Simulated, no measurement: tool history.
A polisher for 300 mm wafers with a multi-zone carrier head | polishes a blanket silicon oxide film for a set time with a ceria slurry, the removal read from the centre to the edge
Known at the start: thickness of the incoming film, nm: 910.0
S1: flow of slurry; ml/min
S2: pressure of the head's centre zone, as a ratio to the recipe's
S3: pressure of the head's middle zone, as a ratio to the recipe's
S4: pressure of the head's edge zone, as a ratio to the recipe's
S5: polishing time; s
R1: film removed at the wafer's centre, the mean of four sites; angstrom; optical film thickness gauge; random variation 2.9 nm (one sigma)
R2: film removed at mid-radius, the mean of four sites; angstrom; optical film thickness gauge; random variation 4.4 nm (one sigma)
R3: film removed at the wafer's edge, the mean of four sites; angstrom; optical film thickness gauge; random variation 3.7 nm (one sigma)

run	day	S1	S2	S3	S4	S5	R1	R2	R3
1	0.000	255	1.00	1.00	1.00	56	3459.6	3449.3	3340.9
2	0.058	255	0.99	1.00	0.99	55	3451.1	3383.2	3434.3
3	0.312	255	0.99	1.00	0.99	43	2670.7	2723.2	2586.1
4	0.662	255	0.99	1.00	1.03	43	2671.8	2671.9	2692.2
5	0.975	255	0.99	1.00	1.03	52	3214.4	3259.7	3302.7
6	1.279	285	0.99	1.00	1.03	52	3253.9	3277.3	3211.6

Run 7 comes next. What will it give?
7	1.404	290	0.98	1.00	1.02	51	?	?	?

R1: 3188.0 angstrom
R2: 3210.6 angstrom
R3: 3148.4 angstrom
